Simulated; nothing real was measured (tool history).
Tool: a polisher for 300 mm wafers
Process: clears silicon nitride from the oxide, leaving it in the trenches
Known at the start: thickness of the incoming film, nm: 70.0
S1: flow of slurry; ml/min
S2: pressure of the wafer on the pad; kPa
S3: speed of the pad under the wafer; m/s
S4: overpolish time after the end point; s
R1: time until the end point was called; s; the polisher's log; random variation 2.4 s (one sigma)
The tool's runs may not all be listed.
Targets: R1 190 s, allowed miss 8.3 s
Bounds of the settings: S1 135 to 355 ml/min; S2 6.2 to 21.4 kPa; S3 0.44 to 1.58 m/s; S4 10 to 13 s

run    day   S1    S2    S3  S4      R1
  1      0  225  13.8     1  13  118.96
  2  0.083  225    11     1  13  146.85
  3  0.104  225   9.7     1  13  164.01
  4   0.25  225     9     1  13  177.05
  5  0.367  225  11.7     1  13  136.49
  6  0.633  225  11.7  1.18  13  118.08
  7  0.912  225   9.7  1.16  13  145.28
  8  0.992  225     9  1.16  13  154.06
  9  1.083  225   8.3  1.16  13  168.22
 10  1.375  225   7.6  1.16  13  181.58
 11  1.638  225   6.9  1.16  13   201.8
 12  1.875  225   7.6  1.16  13  183.45

4 next moves are on the table. One of them brings every result within its allowed miss. Which?
  A  2.112  290  6.2   1.4  12   ?
  B  2.112  205  8.3  1.02  13   ?
  C  2.112  175  7.6  1.28  10   ?
  D  2.112  245  7.6     1  13   ?

move      R1
   A  175.57
   B  189.91
   C  169.55
   D  205.42
A: further off than the last run
B: meets every target
C: further off than the last run
D: takes the result that was furthest off past its target
The right move is B.

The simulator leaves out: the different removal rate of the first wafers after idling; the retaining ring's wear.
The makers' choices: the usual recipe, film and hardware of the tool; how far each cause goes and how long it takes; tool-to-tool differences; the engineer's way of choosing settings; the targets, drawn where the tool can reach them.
